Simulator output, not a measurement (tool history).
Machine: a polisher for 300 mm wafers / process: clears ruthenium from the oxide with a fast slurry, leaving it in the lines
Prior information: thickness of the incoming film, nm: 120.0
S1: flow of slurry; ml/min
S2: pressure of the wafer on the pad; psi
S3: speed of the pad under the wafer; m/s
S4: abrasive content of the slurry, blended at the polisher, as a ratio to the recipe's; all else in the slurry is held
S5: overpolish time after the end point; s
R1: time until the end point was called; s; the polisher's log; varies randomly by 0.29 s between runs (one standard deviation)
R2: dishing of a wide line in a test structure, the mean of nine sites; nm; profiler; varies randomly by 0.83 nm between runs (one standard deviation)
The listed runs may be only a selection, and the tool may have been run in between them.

run	hour	S1	S2	S3	S4	S5	R1	R2
1	0.0	300	2.0	0.90	1.0	9	53.035	18.354
2	7.1	300	2.3	0.92	1.0	9	43.359	21.325
3	15.6	300	2.3	1.02	1.0	9	40.686	24.106
4	23.4	300	2.5	1.02	1.0	9	36.868	26.496
5	27.6	355	2.5	1.02	1.0	9	36.484	27.083
6	36.4	355	2.5	1.18	1.0	9	31.377	29.095
7	42.1	355	2.6	1.18	1.0	9	30.608	31.761
8	47.2	355	2.7	1.18	1.0	9	29.505	32.960
9	54.6	355	2.8	1.18	1.0	9	28.518	33.549

The next listed run, before its measurement:
10	56.5	355	2.9	1.18	1.0	9	?	?

{"run 10": {"R1": 27.306, "R2": 35.567}}
